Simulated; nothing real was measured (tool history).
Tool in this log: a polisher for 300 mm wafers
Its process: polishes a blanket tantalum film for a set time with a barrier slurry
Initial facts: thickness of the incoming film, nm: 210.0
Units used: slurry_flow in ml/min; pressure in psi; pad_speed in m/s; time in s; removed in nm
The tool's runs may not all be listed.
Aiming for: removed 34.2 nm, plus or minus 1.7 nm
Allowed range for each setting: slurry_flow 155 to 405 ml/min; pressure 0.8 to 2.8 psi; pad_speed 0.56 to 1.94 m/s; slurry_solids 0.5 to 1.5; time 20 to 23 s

run  hour  slurry_flow  pressure  pad_speed  slurry_solids  time  removed
  1     0          260       1.8       1.24              1    23   45.422
  2   1.3          260       1.8       1.44              1    23   49.103
  3   7.4          260       1.8       1.18              1    23   42.491
  4  16.3          260       2.2       1.18              1    23   50.605
  5  17.7          260       2.2       1.18           0.85    23    48.44
  6  24.3          220       2.2       1.18           0.85    23   46.611
  7  27.4          220       2.1       1.18           0.85    23   44.881
  8  29.9          220         2       1.18           0.85    23   43.182
  9  37.5          220       1.9       1.18           0.85    23   40.499
 10    45          215       1.7       1.16           0.85    23   36.857

5 next moves are on the table. One of them brings every result within its allowed miss. Which?
  A  52.5          245       1.7       1.02            0.9    23        ?
  B  52.5          205       2.3       1.04           0.95    20        ?
  C  52.5          160       1.9       1.04           0.75    20        ?
  D  52.5          220       1.7       1.12            0.8    20        ?
  E  52.5          190       1.9       0.88            0.7    23        ?

move  removed
   A   33.853
   B   39.051
   C   29.768
   D   30.201
   E   30.272
A: meets every target
B: lands further from the targets than the last run did
C: the result that was furthest off in the last run now lies on the other side of its target
D: the result that was furthest off in the last run now lies on the other side of its target
E: the result that was furthest off in the last run now lies on the other side of its target
The move that meets every target is A.

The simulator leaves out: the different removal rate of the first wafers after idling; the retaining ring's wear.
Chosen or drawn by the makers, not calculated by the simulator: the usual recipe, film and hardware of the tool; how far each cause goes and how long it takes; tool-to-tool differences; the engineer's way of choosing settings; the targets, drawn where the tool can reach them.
